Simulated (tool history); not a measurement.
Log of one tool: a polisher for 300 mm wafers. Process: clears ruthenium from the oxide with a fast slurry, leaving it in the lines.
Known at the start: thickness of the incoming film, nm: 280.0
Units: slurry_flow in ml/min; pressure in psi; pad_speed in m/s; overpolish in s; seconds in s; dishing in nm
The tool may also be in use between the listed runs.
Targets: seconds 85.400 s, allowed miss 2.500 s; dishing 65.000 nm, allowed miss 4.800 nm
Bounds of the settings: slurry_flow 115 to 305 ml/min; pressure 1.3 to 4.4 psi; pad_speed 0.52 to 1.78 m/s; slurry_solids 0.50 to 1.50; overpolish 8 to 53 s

run	hour	slurry_flow	pressure	pad_speed	slurry_solids	overpolish	seconds	dishing
1	0.0	195	2.8	1.14	1.00	27	51.325	95.244
2	4.6	190	2.4	1.14	1.00	27	58.378	90.069
3	8.0	190	2.1	1.14	1.00	26	65.974	78.310
4	16.5	185	1.9	1.14	1.00	26	74.207	75.033
5	19.8	175	1.8	1.14	1.00	25	78.170	66.077
6	20.9	165	1.8	1.14	1.00	26	78.847	69.378
7	28.1	150	1.6	1.14	1.00	25	91.518	62.435
8	28.9	155	1.6	1.14	1.00	25	91.664	58.032
9	37.5	160	1.6	1.14	1.00	25	89.070	61.619
# hour 41.8: head pressure recalibrated
10	41.8	165	1.6	1.14	1.00	25	94.751	57.053
11	47.6	170	1.6	1.14	1.00	25	94.070	57.319
12	52.5	215	1.8	1.14	1.00	28	81.507	73.865
13	58.9	215	1.8	1.14	1.00	27	80.475	71.237
14	62.6	190	1.6	1.14	1.00	25	92.235	59.184

5 next moves are on the table. One of them brings every result within its allowed miss. Which?
A	66.3	175	1.8	1.20	0.85	21	?	?
B	66.3	180	1.8	1.06	1.15	21	?	?
C	66.3	210	2.0	1.02	0.95	19	?	?
D	66.3	225	1.7	1.10	1.05	26	?	?
E	66.3	190	1.5	1.06	1.05	29	?	?

move	seconds	dishing
A	84.136	53.701
B	83.567	54.006
C	82.739	50.062
D	85.499	63.137
E	102.110	59.743
A: brings the result that was furthest off to its target, and leaves another outside
B: brings the result that was furthest off to its target, and leaves another outside
C: takes the result that was furthest off past its target
D: meets every target
E: further off than the last run
Move D is the one to make.
